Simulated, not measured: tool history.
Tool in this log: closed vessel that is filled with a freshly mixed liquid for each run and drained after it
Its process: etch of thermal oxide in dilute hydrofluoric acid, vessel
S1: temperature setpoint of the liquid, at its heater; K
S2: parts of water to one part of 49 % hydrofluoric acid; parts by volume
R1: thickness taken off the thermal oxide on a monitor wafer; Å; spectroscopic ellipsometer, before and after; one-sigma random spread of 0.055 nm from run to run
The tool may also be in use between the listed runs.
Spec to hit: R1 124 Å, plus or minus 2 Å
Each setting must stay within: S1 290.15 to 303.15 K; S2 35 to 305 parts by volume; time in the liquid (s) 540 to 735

run 1 hour=0 | S1=295.15 S2=170 time_in_the_liquid_(s)=735 | R1=175.49
run 2 hour=6.9 | S1=294.15 S2=175 time_in_the_liquid_(s)=735 | R1=162.91
run 3 hour=14.8 | S1=293.65 S2=180 time_in_the_liquid_(s)=735 | R1=156.35
run 4 hour=18.1 | S1=293.65 S2=180 time_in_the_liquid_(s)=540 | R1=114.21
run 5 hour=20.7 | S1=293.65 S2=180 time_in_the_liquid_(s)=735 | R1=155.32
run 6 hour=29.6 | S1=293.15 S2=185 time_in_the_liquid_(s)=735 | R1=149.65
run 7 hour=31.9 | S1=292.65 S2=190 time_in_the_liquid_(s)=735 | R1=139.17
run 8 hour=35.6 | S1=292.65 S2=190 time_in_the_liquid_(s)=735 | R1=140.4
run 9 hour=40.7 | S1=292.15 S2=190 time_in_the_liquid_(s)=735 | R1=137.71
run 10 hour=47.4 | S1=291.65 S2=190 time_in_the_liquid_(s)=735 | R1=136.09
run 11 hour=53.2 | S1=290.65 S2=195 time_in_the_liquid_(s)=735 | R1=126.65

Exercise: of the 4 proposed moves below, exactly one satisfies all targets within the stated allowed misses. Which move is it?
run A hour=59 | S1=290.15 S2=185 time_in_the_liquid_(s)=660 | R1=?
run B hour=59 | S1=290.65 S2=195 time_in_the_liquid_(s)=690 | R1=?
run C hour=59 | S1=291.15 S2=195 time_in_the_liquid_(s)=705 | R1=?
run D hour=59 | S1=290.15 S2=180 time_in_the_liquid_(s)=640 | R1=?

move=A R1=119.73
move=B R1=119.91
move=C R1=124.91
move=D R1=119.91
A: moves the result that the last run missed by most past its target, out the other side
B: moves the result that the last run missed by most past its target, out the other side
C: every result within its allowed miss
D: moves the result that the last run missed by most past its target, out the other side
Move C is the one to make.
